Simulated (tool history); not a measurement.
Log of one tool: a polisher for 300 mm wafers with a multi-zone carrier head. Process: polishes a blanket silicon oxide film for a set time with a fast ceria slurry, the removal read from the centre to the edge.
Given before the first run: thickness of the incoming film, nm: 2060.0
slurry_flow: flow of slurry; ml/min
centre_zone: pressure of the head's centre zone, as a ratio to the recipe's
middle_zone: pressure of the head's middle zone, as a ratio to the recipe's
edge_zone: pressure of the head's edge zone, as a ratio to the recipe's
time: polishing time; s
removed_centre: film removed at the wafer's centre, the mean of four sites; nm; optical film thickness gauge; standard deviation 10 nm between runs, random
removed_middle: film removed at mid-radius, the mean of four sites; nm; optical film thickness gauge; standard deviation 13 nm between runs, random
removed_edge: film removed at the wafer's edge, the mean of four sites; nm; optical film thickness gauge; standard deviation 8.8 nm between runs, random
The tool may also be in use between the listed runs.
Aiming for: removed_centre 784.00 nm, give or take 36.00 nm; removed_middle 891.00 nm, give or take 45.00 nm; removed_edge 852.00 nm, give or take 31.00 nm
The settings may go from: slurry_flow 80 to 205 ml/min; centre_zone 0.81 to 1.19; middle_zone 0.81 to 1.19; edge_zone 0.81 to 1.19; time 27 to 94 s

run	hour	slurry_flow	centre_zone	middle_zone	edge_zone	time	removed_centre	removed_middle	removed_edge
1	0.0	135	1.00	1.00	1.00	60	671.84	694.28	674.04
2	8.7	135	1.00	1.00	1.00	55	617.62	637.50	614.12
3	9.3	140	0.99	1.02	1.03	58	647.00	675.22	682.60
4	10.8	150	0.99	1.06	1.03	60	687.61	722.97	712.84
5	15.1	150	0.99	1.14	1.03	60	676.28	776.75	707.57
6	18.2	150	0.99	1.14	1.03	50	582.24	667.47	595.78
7	23.8	155	0.99	1.15	1.05	54	620.65	719.18	648.41
8	29.3	155	0.99	1.15	1.05	54	617.88	732.38	640.83
# hour 31.6: edge zone pressure recalibrated
9	31.6	160	0.99	1.14	1.07	57	664.12	740.31	662.33
10	39.7	155	0.98	1.13	1.06	61	689.20	787.94	698.95
11	40.3	155	0.98	1.13	1.06	61	689.86	800.55	715.86
12	48.9	155	0.97	1.11	1.06	64	715.57	823.94	744.99

Exactly one of the 4 candidate moves below puts every result within its allowed miss. Which one?
A	57.5	165	1.02	1.13	0.96	61	?	?	?
B	57.5	85	0.82	0.82	1.08	90	?	?	?
C	57.5	135	0.91	1.05	1.03	76	?	?	?
D	57.5	95	1.01	0.86	1.15	82	?	?	?

move	removed_centre	removed_middle	removed_edge
A	738.87	809.97	677.51
B	771.60	774.93	948.31
C	810.66	911.59	849.78
D	849.77	760.06	912.89
A: further off than the last run
B: pushes the last run's worst result past its target
C: all results in spec
D: pushes the last run's worst result past its target
Answer: C
